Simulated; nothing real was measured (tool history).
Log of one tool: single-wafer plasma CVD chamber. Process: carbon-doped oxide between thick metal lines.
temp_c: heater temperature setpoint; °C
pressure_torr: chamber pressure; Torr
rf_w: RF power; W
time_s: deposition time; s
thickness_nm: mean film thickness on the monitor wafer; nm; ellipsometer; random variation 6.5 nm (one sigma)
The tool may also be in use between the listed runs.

| run | hour | temp_c | pressure_torr | rf_w | time_s | thickness_nm |
|---|---|---|---|---|---|---|
| 1 | 0.0 | 370 | 6.96 | 650 | 274 | 1421.1 |
| 2 | 8.8 | 372 | 6.80 | 605 | 274 | 1322.5 |
| 3 | 14.6 | 372 | 7.79 | 605 | 274 | 1344.2 |
| 4 | 18.0 | 372 | 8.72 | 605 | 274 | 1342.5 |
| 5 | 22.6 | 372 | 7.89 | 605 | 274 | 1323.5 |
| 6 | 23.2 | 374 | 7.87 | 585 | 274 | 1284.2 |
| 7 | 24.0 | 376 | 7.82 | 575 | 274 | 1278.3 |
| 8 | 27.2 | 377 | 7.80 | 555 | 274 | 1233.3 |
| 9 | 29.0 | 378 | 7.77 | 545 | 274 | 1208.9 |
| 10 | 36.0 | 382 | 7.42 | 490 | 274 | 1076.4 |
| 11 | 44.3 | 382 | 7.42 | 490 | 274 | 1083.5 |
| 12 | 52.9 | 381 | 7.58 | 545 | 276 | 1204.0 |
| 13 | 60.1 | 381 | 7.56 | 540 | 276 | 1196.7 |

Run 14 has not been measured yet. What should we expect?
| 14 | 60.9 | 381 | 7.55 | 535 | 276 | ? |

Run 14 measured thickness_nm 1191.2 nm.

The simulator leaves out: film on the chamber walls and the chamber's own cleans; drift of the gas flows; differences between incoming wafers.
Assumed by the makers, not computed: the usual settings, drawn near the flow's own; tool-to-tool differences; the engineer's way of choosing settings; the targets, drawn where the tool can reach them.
